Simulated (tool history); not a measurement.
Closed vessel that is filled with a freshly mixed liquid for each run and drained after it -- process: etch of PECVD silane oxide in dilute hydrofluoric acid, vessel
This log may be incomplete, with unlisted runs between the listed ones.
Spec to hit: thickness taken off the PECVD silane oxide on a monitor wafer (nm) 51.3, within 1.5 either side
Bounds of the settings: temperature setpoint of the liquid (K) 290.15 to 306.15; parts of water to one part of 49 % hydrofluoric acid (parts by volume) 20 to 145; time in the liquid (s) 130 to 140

run,hour,temperature setpoint of the liquid (K),parts of water to one part of 49 % hydrofluoric acid (parts by volume),time in the liquid (s),thickness taken off the PECVD silane oxide on a monitor wafer (nm)
1,0,298.15,80,130,24.591
2,2.1,300.15,70,130,31.309
3,8.7,301.65,65,130,35.977
4,9.9,302.65,60,130,39.978
5,16.4,302.65,60,140,43.689
6,19.7,302.65,60,130,40.423
7,22.6,303.65,60,130,42.457
8,26.9,304.15,60,130,42.786
9,35.3,304.65,60,130,43.432
10,38.8,305.15,60,130,44.336

Which single option among these 5 for the next run brings every result within its allowed miss of target? Just one does.
A,42.3,304.65,55,130,?
B,42.3,304.65,60,140,?
C,42.3,305.15,60,140,?
D,42.3,301.65,50,130,?
E,42.3,304.65,55,140,?

move,thickness taken off the PECVD silane oxide on a monitor wafer (nm)
A,48.144
B,47.154
C,48.066
D,47.452
E,51.847
A: closes in on the targets versus the last run, not all within tolerance yet
B: closes in on the targets versus the last run, not all within tolerance yet
C: closes in on the targets versus the last run, not all within tolerance yet
D: closes in on the targets versus the last run, not all within tolerance yet
E: meets every target
Move E is the one to make.
